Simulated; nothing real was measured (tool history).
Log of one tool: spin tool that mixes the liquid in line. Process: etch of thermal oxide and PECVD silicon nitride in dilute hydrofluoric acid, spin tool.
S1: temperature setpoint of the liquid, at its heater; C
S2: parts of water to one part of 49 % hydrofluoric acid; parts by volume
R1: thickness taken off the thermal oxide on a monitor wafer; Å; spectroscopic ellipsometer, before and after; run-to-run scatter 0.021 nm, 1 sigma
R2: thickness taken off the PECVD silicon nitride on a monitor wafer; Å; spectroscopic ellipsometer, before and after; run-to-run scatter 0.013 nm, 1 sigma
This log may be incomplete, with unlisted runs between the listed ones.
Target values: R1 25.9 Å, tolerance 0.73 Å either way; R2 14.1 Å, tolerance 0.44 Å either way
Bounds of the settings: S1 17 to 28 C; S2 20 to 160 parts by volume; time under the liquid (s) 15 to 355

run 1 hour=0 | S1=20 S2=90 time_under_the_liquid_(s)=180 | R1=85.11 R2=42.84
run 2 hour=0.7 | S1=22.5 S2=90 time_under_the_liquid_(s)=180 | R1=95.172 R2=50.666
run 3 hour=1.9 | S1=22.5 S2=90 time_under_the_liquid_(s)=135 | R1=72.109 R2=38.604
run 4 hour=9.6 | S1=22.5 S2=90 time_under_the_liquid_(s)=110 | R1=58.426 R2=31.215
run 5 hour=18.6 | S1=22 S2=100 time_under_the_liquid_(s)=110 | R1=50.479 R2=27.394
run 6 hour=22.3 | S1=22 S2=80 time_under_the_liquid_(s)=110 | R1=64.506 R2=33.965
run 7 hour=26.2 | S1=21.5 S2=95 time_under_the_liquid_(s)=110 | R1=52.31 R2=27.633
run 8 hour=28.4 | S1=21 S2=105 time_under_the_liquid_(s)=110 | R1=46.371 R2=24.239
run 9 hour=30.3 | S1=21 S2=115 time_under_the_liquid_(s)=110 | R1=41.575 R2=22.039
run 10 hour=35.1 | S1=19.5 S2=150 time_under_the_liquid_(s)=120 | R1=31.164 R2=16.933
run 11 hour=42.5 | S1=19 S2=155 time_under_the_liquid_(s)=115 | R1=28.594 R2=15.283

Pick the move, out of 5, that brings all results within their allowed miss; only one does.
run A hour=49.9 | S1=18.5 S2=160 time_under_the_liquid_(s)=105 | R1=? R2=?
run B hour=49.9 | S1=18.5 S2=160 time_under_the_liquid_(s)=120 | R1=? R2=?
run C hour=49.9 | S1=19.5 S2=160 time_under_the_liquid_(s)=105 | R1=? R2=?
run D hour=49.9 | S1=18 S2=160 time_under_the_liquid_(s)=105 | R1=? R2=?
run E hour=49.9 | S1=18.5 S2=155 time_under_the_liquid_(s)=100 | R1=? R2=?

move=A R1=24.368 R2=13.047
move=B R1=27.849 R2=14.911
move=C R1=25.361 R2=13.954
move=D R1=23.882 R2=12.614
move=E R1=24.076 R2=12.814
A: takes the result that was furthest off past its target
B: closes in on the targets versus the last run, not all within tolerance yet
C: meets every target
D: takes the result that was furthest off past its target
E: takes the result that was furthest off past its target
C is the move that brings every result within its allowed miss.
